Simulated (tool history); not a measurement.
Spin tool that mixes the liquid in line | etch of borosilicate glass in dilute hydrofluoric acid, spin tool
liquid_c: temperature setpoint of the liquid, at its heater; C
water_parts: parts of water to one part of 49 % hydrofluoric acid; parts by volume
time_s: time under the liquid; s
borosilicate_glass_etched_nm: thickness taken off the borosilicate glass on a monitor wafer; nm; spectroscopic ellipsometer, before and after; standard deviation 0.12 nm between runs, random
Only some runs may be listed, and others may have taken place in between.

run	hour	liquid_c	water_parts	time_s	borosilicate_glass_etched_nm
1	0.0	25.0	100	55	11.7230
2	6.1	25.0	85	55	14.0050
3	13.8	25.0	115	55	9.9792
4	19.7	25.0	130	55	8.6843
5	22.6	22.5	130	55	7.8235
6	30.3	25.5	130	55	8.7591
7	35.3	26.5	120	55	10.1070
8	38.8	27.5	115	55	10.9760
9	42.1	28.5	110	55	12.0680
10	44.3	29.0	105	55	12.8280
11	51.1	29.5	100	55	13.8430
12	56.8	30.0	95	55	14.9750
13	59.6	30.5	90	55	16.1520

For run 14, what comes out?
14	64.1	33.0	70	55	?

{"run 14": {"borosilicate_glass_etched_nm": 23.658}}

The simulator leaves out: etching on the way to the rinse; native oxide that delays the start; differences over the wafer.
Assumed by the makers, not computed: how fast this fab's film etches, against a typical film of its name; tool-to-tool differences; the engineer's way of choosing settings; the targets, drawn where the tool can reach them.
